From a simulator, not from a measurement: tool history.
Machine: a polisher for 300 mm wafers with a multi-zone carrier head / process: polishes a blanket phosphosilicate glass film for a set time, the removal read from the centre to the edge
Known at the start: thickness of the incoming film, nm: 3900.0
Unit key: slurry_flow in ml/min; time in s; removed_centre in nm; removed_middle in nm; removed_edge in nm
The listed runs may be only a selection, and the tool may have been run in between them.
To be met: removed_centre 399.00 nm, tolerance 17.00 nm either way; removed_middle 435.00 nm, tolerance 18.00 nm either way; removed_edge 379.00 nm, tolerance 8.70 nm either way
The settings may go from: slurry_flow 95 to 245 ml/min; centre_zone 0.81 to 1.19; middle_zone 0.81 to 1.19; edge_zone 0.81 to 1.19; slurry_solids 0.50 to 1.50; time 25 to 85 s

run 1 hour=0.0 | slurry_flow=155 centre_zone=1.00 middle_zone=1.00 edge_zone=1.00 slurry_solids=1.00 time=55 | removed_centre=344.10 removed_middle=323.73 removed_edge=330.94
run 2 hour=2.9 | slurry_flow=155 centre_zone=1.00 middle_zone=1.08 edge_zone=1.00 slurry_solids=1.00 time=55 | removed_centre=341.85 removed_middle=343.61 removed_edge=329.05
run 3 hour=11.4 | slurry_flow=155 centre_zone=0.93 middle_zone=1.08 edge_zone=1.00 slurry_solids=1.00 time=55 | removed_centre=302.53 removed_middle=342.98 removed_edge=331.37
run 4 hour=18.1 | slurry_flow=165 centre_zone=0.94 middle_zone=1.10 edge_zone=1.01 slurry_solids=1.00 time=55 | removed_centre=322.94 removed_middle=353.67 removed_edge=333.43
run 5 hour=19.1 | slurry_flow=165 centre_zone=0.94 middle_zone=1.10 edge_zone=0.95 slurry_solids=1.00 time=55 | removed_centre=318.44 removed_middle=348.73 removed_edge=322.60
run 6 hour=21.6 | slurry_flow=165 centre_zone=0.94 middle_zone=1.18 edge_zone=0.95 slurry_solids=1.00 time=55 | removed_centre=314.62 removed_middle=364.65 removed_edge=325.49
run 7 hour=28.2 | slurry_flow=210 centre_zone=1.01 middle_zone=1.19 edge_zone=0.96 slurry_solids=1.25 time=55 | removed_centre=376.78 removed_middle=414.00 removed_edge=359.59
run 8 hour=28.9 | slurry_flow=220 centre_zone=1.02 middle_zone=1.19 edge_zone=0.97 slurry_solids=1.30 time=55 | removed_centre=395.77 removed_middle=436.44 removed_edge=367.69
run 9 hour=36.1 | slurry_flow=220 centre_zone=1.02 middle_zone=1.19 edge_zone=0.98 slurry_solids=1.30 time=55 | removed_centre=391.49 removed_middle=421.21 removed_edge=369.88

Next run, 4 choices. One meets every target within its allowed miss, the rest don't. Which?
run A hour=43.3 | slurry_flow=200 centre_zone=0.87 middle_zone=1.19 edge_zone=0.97 slurry_solids=1.45 time=59 | removed_centre=? removed_middle=? removed_edge=?
run B hour=43.3 | slurry_flow=200 centre_zone=0.98 middle_zone=1.15 edge_zone=1.04 slurry_solids=1.45 time=57 | removed_centre=? removed_middle=? removed_edge=?
run C hour=43.3 | slurry_flow=220 centre_zone=1.01 middle_zone=1.19 edge_zone=0.99 slurry_solids=1.25 time=57 | removed_centre=? removed_middle=? removed_edge=?
run D hour=43.3 | slurry_flow=205 centre_zone=1.04 middle_zone=1.10 edge_zone=1.09 slurry_solids=1.40 time=54 | removed_centre=? removed_middle=? removed_edge=?

move=A removed_centre=360.90 removed_middle=468.44 removed_edge=406.54
move=B removed_centre=393.05 removed_middle=440.96 removed_edge=406.41
move=C removed_centre=391.46 removed_middle=436.19 removed_edge=381.34
move=D removed_centre=392.24 removed_middle=401.02 removed_edge=390.89
A: takes the biggest miss from the last run beyond its target
B: takes the biggest miss from the last run beyond its target
C: meets every target
D: takes the biggest miss from the last run beyond its target
C meets every target.

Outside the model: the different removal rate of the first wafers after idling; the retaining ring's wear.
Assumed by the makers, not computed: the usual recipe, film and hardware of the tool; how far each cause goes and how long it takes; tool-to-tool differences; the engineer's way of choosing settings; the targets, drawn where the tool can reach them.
